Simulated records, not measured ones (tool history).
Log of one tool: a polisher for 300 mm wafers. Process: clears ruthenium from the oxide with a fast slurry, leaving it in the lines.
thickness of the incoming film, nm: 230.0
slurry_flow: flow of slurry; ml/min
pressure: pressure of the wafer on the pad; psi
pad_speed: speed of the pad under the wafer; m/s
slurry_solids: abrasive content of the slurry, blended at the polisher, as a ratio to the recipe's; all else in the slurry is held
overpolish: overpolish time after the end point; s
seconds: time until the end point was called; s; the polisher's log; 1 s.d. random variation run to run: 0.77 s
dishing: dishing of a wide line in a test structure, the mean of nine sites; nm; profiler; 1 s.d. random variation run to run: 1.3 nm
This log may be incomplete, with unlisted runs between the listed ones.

run	hour	slurry_flow	pressure	pad_speed	slurry_solids	overpolish	seconds	dishing
1	0	265	2.2	0.84	1	27	99.731	49.464
2	6.9	265	2.2	0.84	1.15	27	94.942	51.964
3	10.6	265	2.2	0.84	1.15	31	96.564	56.23
4	16.1	265	2.3	0.84	1.15	29	92.003	57.681
5	21.4	220	2.3	0.84	1.15	29	94.226	53.403
6	27.4	220	2.3	0.84	1.15	40	93.288	72.591

Forecast run 7:
7	30.9	220	2.4	0.84	1.15	37	?	?

Run 7 produced seconds 89.945 s, dishing 73.216 nm.

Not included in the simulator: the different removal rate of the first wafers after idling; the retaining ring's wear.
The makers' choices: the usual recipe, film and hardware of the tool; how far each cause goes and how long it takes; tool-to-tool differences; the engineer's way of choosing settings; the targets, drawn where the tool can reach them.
